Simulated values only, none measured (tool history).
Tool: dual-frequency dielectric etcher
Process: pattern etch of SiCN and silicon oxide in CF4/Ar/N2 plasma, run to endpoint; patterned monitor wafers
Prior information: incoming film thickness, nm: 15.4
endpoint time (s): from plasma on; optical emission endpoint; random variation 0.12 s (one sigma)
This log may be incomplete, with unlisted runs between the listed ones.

Run 1, day 0.000: source power (kW) 0.570, bias power (kW) 0.092, Ar flow (sccm) 105, CF4 flow (sccm) 66. Result: endpoint time (s) 12.957.
Run 2, day 0.046: source power (kW) 0.550, bias power (kW) 0.092, Ar flow (sccm) 105, CF4 flow (sccm) 66. Result: endpoint time (s) 13.244.
Run 3, day 0.108: source power (kW) 0.550, bias power (kW) 0.105, Ar flow (sccm) 105, CF4 flow (sccm) 66. Result: endpoint time (s) 12.537.
Run 4, day 0.212: source power (kW) 0.530, bias power (kW) 0.104, Ar flow (sccm) 105, CF4 flow (sccm) 66. Result: endpoint time (s) 12.622.
Run 5, day 0.250: source power (kW) 0.530, bias power (kW) 0.104, Ar flow (sccm) 98, CF4 flow (sccm) 66. Result: endpoint time (s) 12.585.
Run 6, day 0.421: source power (kW) 0.530, bias power (kW) 0.112, Ar flow (sccm) 98, CF4 flow (sccm) 66. Result: endpoint time (s) 12.014.
Run 7, day 0.650: source power (kW) 0.510, bias power (kW) 0.110, Ar flow (sccm) 99, CF4 flow (sccm) 66. Result: endpoint time (s) 12.340.
Run 8, day 0.975: source power (kW) 0.490, bias power (kW) 0.107, Ar flow (sccm) 100, CF4 flow (sccm) 66. Result: endpoint time (s) 12.838.
Run 9, day 1.146: source power (kW) 0.470, bias power (kW) 0.104, Ar flow (sccm) 101, CF4 flow (sccm) 66. Result: endpoint time (s) 13.313.

For run 10, what comes out?
Run 10, day 1.446: source power (kW) 0.450, bias power (kW) 0.101, Ar flow (sccm) 102, CF4 flow (sccm) 66. Result: endpoint time (s) ?.

{"run 10": {"endpoint time (s)": 13.895}}

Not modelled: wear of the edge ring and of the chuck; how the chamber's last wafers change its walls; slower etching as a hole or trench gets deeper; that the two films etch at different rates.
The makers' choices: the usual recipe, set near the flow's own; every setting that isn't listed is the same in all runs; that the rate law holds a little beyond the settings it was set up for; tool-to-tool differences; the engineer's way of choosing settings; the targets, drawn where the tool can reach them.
